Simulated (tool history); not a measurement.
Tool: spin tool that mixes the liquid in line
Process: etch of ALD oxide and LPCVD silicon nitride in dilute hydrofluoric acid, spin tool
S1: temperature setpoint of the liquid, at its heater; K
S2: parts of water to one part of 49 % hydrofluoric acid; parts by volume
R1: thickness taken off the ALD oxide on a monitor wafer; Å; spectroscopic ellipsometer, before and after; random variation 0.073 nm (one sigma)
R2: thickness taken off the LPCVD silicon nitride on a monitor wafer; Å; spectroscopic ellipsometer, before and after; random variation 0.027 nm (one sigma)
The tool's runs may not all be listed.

{"run": 1, "day": 0.0, "S1": 296.15, "S2": 265, "time under the liquid (s)": 180, "R1": 68.082, "R2": 3.0961}
{"run": 2, "day": 0.262, "S1": 296.15, "S2": 190, "time under the liquid (s)": 180, "R1": 102.0, "R2": 4.5105}
{"run": 3, "day": 0.638, "S1": 296.15, "S2": 220, "time under the liquid (s)": 180, "R1": 84.263, "R2": 3.5254}
{"run": 4, "day": 0.675, "S1": 296.15, "S2": 220, "time under the liquid (s)": 125, "R1": 59.958, "R2": 2.7519}
{"run": 5, "day": 0.767, "S1": 297.65, "S2": 205, "time under the liquid (s)": 125, "R1": 68.357, "R2": 2.8291}
{"run": 6, "day": 0.908, "S1": 298.65, "S2": 190, "time under the liquid (s)": 125, "R1": 77.444, "R2": 3.3241}
{"run": 7, "day": 0.958, "S1": 300.15, "S2": 190, "time under the liquid (s)": 125, "R1": 83.106, "R2": 3.9036}
{"run": 8, "day": 1.079, "S1": 300.65, "S2": 185, "time under the liquid (s)": 125, "R1": 85.644, "R2": 3.7042}
{"run": 9, "day": 1.196, "S1": 301.65, "S2": 185, "time under the liquid (s)": 125, "R1": 89.227, "R2": 3.8528}

The next listed run, before its measurement:
{"run": 10, "day": 1.229, "S1": 302.15, "S2": 185, "time under the liquid (s)": 125, "R1": "?", "R2": "?"}

Run 10 gave R1 91.901 Å, R2 4.1452 Å.
